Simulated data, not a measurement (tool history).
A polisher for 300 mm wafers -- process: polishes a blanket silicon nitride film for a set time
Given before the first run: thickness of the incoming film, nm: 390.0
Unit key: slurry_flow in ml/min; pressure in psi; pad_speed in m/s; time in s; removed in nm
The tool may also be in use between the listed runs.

| run | hour | slurry_flow | pressure | pad_speed | time | removed |
|---|---|---|---|---|---|---|
| 1 | 0 | 170 | 3 | 1.16 | 28 | 54.205 |
| 2 | 2 | 170 | 2.7 | 1.14 | 28 | 49.259 |
| 3 | 5.6 | 170 | 2.5 | 1.14 | 28 | 44.572 |
| 4 | 13.4 | 170 | 2.4 | 1.14 | 28 | 43.664 |
| 5 | 15.5 | 170 | 2.3 | 1.14 | 28 | 41.147 |
| 6 | 20.8 | 135 | 2.3 | 1.14 | 28 | 40.304 |

Estimate the outcome of run 7 from the log above:
| 7 | 27.8 | 135 | 2 | 1.12 | 28 | ? |

removed: 34.181 nm
